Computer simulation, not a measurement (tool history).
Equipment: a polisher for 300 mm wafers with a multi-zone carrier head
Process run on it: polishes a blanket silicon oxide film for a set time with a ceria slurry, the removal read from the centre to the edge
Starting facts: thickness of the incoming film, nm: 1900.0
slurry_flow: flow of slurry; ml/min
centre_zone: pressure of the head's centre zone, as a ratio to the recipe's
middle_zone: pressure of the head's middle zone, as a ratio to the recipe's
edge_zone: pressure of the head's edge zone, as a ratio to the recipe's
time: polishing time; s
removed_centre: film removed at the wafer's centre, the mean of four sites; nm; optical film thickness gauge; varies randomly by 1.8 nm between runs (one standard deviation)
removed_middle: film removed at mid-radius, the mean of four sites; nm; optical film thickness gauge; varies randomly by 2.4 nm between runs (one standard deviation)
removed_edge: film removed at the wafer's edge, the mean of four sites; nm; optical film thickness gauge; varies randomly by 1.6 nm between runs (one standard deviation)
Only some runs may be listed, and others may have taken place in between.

{"run": 1, "day": 0.0, "slurry_flow": 235, "centre_zone": 1.0, "middle_zone": 1.0, "edge_zone": 1.0, "time": 54, "removed_centre": 167.83, "removed_middle": 166.56, "removed_edge": 172.51}
{"run": 2, "day": 0.267, "slurry_flow": 235, "centre_zone": 1.0, "middle_zone": 0.94, "edge_zone": 1.0, "time": 54, "removed_centre": 168.15, "removed_middle": 160.01, "removed_edge": 170.37}
{"run": 3, "day": 0.338, "slurry_flow": 235, "centre_zone": 1.0, "middle_zone": 0.94, "edge_zone": 1.0, "time": 63, "removed_centre": 195.81, "removed_middle": 192.71, "removed_edge": 196.97}
{"run": 4, "day": 0.625, "slurry_flow": 240, "centre_zone": 1.01, "middle_zone": 0.93, "edge_zone": 1.01, "time": 63, "removed_centre": 199.68, "removed_middle": 189.95, "removed_edge": 202.08}
{"run": 5, "day": 0.842, "slurry_flow": 240, "centre_zone": 1.01, "middle_zone": 0.93, "edge_zone": 1.01, "time": 75, "removed_centre": 234.02, "removed_middle": 227.5, "removed_edge": 238.09}
{"run": 6, "day": 0.904, "slurry_flow": 240, "centre_zone": 1.01, "middle_zone": 1.01, "edge_zone": 1.01, "time": 75, "removed_centre": 236.49, "removed_middle": 237.04, "removed_edge": 242.07}
{"run": 7, "day": 1.175, "slurry_flow": 235, "centre_zone": 1.02, "middle_zone": 0.99, "edge_zone": 1.01, "time": 74, "removed_centre": 233.96, "removed_middle": 227.36, "removed_edge": 238.47}

Run 8 comes next. What will it give?
{"run": 8, "day": 1.446, "slurry_flow": 225, "centre_zone": 1.03, "middle_zone": 0.98, "edge_zone": 1.01, "time": 73, "removed_centre": "?", "removed_middle": "?", "removed_edge": "?"}

Run 8 produced removed_centre 228.37 nm, removed_middle 222.89 nm, removed_edge 231.80 nm.

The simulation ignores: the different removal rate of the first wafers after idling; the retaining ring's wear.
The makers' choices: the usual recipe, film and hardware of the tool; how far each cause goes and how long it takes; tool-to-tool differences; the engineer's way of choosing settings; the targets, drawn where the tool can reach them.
